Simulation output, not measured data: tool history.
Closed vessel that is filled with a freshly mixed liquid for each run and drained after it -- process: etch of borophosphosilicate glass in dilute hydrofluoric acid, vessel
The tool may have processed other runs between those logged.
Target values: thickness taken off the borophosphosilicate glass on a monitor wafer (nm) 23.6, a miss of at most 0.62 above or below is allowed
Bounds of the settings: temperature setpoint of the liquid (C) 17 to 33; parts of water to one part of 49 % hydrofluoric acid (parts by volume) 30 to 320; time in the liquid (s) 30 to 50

| run | hour | temperature setpoint of the liquid (C) | parts of water to one part of 49 % hydrofluoric acid (parts by volume) | time in the liquid (s) | thickness taken off the borophosphosilicate glass on a monitor wafer (nm) |
|---|---|---|---|---|---|
| 1 | 0 | 25 | 175 | 50 | 20.478 |
| 2 | 7.6 | 25 | 220 | 50 | 15.379 |
| 3 | 9.9 | 25 | 175 | 50 | 20.454 |
| 4 | 10.5 | 25.5 | 175 | 50 | 20.645 |
| 5 | 15.2 | 26 | 175 | 50 | 21.152 |
| 6 | 23.2 | 26 | 175 | 50 | 21.187 |
| 7 | 29.2 | 26.5 | 175 | 50 | 21.62 |
| 8 | 31.6 | 27 | 175 | 50 | 22.067 |
| 9 | 34.7 | 27.5 | 175 | 50 | 22.226 |
| 10 | 39.4 | 28 | 175 | 50 | 22.591 |

5 candidate next runs follow, results not yet known. Just one meets every target within its allowed miss. Identify it.
| A | 44.1 | 28.5 | 190 | 50 | ? |
| B | 44.1 | 27 | 185 | 50 | ? |
| C | 44.1 | 28.5 | 185 | 50 | ? |
| D | 44.1 | 27 | 165 | 50 | ? |
| E | 44.1 | 24.5 | 165 | 50 | ? |

| move | thickness taken off the borophosphosilicate glass on a monitor wafer (nm) |
|---|---|
| A | 20.928 |
| B | 20.492 |
| C | 21.624 |
| D | 23.527 |
| E | 21.441 |
A: further off than the last run
B: further off than the last run
C: further off than the last run
D: all results in spec
E: further off than the last run
Move D is the one to make.
